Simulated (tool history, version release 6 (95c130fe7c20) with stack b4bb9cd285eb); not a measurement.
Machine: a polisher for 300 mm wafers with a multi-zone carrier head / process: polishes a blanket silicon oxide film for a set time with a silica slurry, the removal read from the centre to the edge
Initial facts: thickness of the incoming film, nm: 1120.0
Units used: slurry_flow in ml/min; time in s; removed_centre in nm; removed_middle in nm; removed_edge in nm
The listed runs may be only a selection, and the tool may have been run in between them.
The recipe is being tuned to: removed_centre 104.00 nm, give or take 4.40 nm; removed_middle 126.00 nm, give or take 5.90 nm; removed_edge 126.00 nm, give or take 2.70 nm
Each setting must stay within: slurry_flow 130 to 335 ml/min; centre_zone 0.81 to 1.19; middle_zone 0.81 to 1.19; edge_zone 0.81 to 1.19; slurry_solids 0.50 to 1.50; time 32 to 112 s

run	hour	slurry_flow	centre_zone	middle_zone	edge_zone	slurry_solids	time	removed_centre	removed_middle	removed_edge
1	0.0	215	1.00	1.00	1.00	1.00	72	189.96	188.38	189.04
2	5.6	240	1.00	1.00	1.00	1.00	72	189.20	188.81	193.72
3	12.7	245	0.98	1.00	0.99	0.95	71	181.65	179.37	183.05
4	18.3	190	0.98	1.00	0.99	0.95	71	178.24	176.50	181.25
5	20.2	190	0.98	1.00	0.99	1.05	71	186.19	191.33	189.54
6	22.3	190	1.05	1.00	0.99	1.05	71	196.57	188.39	189.04
7	31.3	135	0.95	0.99	1.02	0.80	58	120.39	129.21	130.40
8	34.4	135	0.94	0.99	1.02	0.80	58	116.98	127.99	130.47
9	39.5	135	0.93	0.99	1.02	0.80	58	116.82	123.43	131.41

Which of these 5 next moves meets every target?
A	44.6	180	0.92	1.07	0.98	0.60	64	?	?	?
B	44.6	145	0.89	1.15	1.12	0.70	57	?	?	?
C	44.6	140	1.05	1.04	1.05	1.15	47	?	?	?
D	44.6	170	1.08	0.91	0.95	0.70	61	?	?	?
E	44.6	135	0.94	1.19	1.13	0.85	49	?	?	?

move	removed_centre	removed_middle	removed_edge
A	112.38	124.57	120.72
B	104.45	125.44	125.09
C	132.89	127.16	130.87
D	138.78	119.22	125.59
E	105.68	122.78	120.71
A: better than the last run, though not everything is in spec
B: hits every target within its allowed miss
C: further off than the last run
D: further off than the last run
E: meets the target for the result that was furthest off, but another lies outside its allowed miss
The move that meets every target is B.

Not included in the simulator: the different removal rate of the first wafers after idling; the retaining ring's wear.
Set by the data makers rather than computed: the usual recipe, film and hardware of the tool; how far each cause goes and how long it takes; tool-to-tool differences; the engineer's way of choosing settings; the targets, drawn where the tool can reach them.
